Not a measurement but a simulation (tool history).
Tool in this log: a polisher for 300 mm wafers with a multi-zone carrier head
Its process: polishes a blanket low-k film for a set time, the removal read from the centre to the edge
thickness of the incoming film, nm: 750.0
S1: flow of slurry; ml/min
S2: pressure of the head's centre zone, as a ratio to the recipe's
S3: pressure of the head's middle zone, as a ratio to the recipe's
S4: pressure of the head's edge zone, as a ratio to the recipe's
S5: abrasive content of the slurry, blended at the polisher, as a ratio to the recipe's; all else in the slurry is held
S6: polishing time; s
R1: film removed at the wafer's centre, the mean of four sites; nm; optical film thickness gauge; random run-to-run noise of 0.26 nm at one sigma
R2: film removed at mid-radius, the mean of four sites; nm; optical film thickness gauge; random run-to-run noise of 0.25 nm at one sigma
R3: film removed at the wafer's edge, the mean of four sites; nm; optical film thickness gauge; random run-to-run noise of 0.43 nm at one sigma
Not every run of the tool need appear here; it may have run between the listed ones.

Run 1, hour 0.0: S1 125 ml/min, S2 1.00, S3 1.00, S4 1.00, S5 1.00, S6 86 s. Result: R1 24.083 nm, R2 24.544 nm, R3 23.683 nm.
Run 2, hour 7.7: S1 135 ml/min, S2 1.00, S3 0.98, S4 1.04, S5 1.05, S6 86 s. Result: R1 25.033 nm, R2 24.918 nm, R3 24.477 nm.
Run 3, hour 15.5: S1 135 ml/min, S2 0.99, S3 0.96, S4 1.07, S5 1.10, S6 86 s. Result: R1 25.104 nm, R2 24.910 nm, R3 24.160 nm.
Run 4, hour 18.5: S1 125 ml/min, S2 0.98, S3 0.93, S4 1.06, S5 1.15, S6 90 s. Result: R1 25.721 nm, R2 25.161 nm, R3 26.075 nm.
Run 5, hour 26.8: S1 125 ml/min, S2 0.98, S3 1.01, S4 1.06, S5 1.15, S6 90 s. Result: R1 25.414 nm, R2 26.443 nm, R3 26.620 nm.
Run 6, hour 31.4: S1 125 ml/min, S2 0.98, S3 1.01, S4 1.06, S5 1.35, S6 90 s. Result: R1 26.827 nm, R2 28.092 nm, R3 27.179 nm.

Estimate the outcome of run 7 from the log above:
Run 7, hour 35.5: S1 120 ml/min, S2 0.99, S3 0.99, S4 1.08, S5 1.40, S6 91 s. Result: R1 ?, R2 ?, R3 ?.

R1: 27.635 nm
R2: 28.585 nm
R3: 27.824 nm
